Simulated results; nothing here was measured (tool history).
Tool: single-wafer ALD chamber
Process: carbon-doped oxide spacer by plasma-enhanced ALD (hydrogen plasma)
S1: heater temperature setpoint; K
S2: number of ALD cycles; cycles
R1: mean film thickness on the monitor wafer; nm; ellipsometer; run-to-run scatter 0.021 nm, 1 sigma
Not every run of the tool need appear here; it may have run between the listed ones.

Run 1, hour 0.0: S1 663.15 K, S2 191 cycles. Result: R1 9.3696 nm.
Run 2, hour 7.7: S1 653.15 K, S2 191 cycles. Result: R1 9.3751 nm.
Run 3, hour 16.2: S1 653.15 K, S2 176 cycles. Result: R1 8.6682 nm.
Run 4, hour 21.8: S1 653.15 K, S2 165 cycles. Result: R1 8.1148 nm.
Run 5, hour 29.2: S1 661.15 K, S2 165 cycles. Result: R1 8.1028 nm.
Run 6, hour 32.7: S1 661.15 K, S2 158 cycles. Result: R1 7.7555 nm.
Run 7, hour 42.0: S1 661.15 K, S2 153 cycles. Result: R1 7.5098 nm.
Run 8, hour 44.2: S1 661.15 K, S2 150 cycles. Result: R1 7.3643 nm.

Estimate the outcome of run 9 from the log above:
Run 9, hour 52.8: S1 661.15 K, S2 148 cycles. Result: R1 ?.

{"run 9": {"R1": 7.2659}}
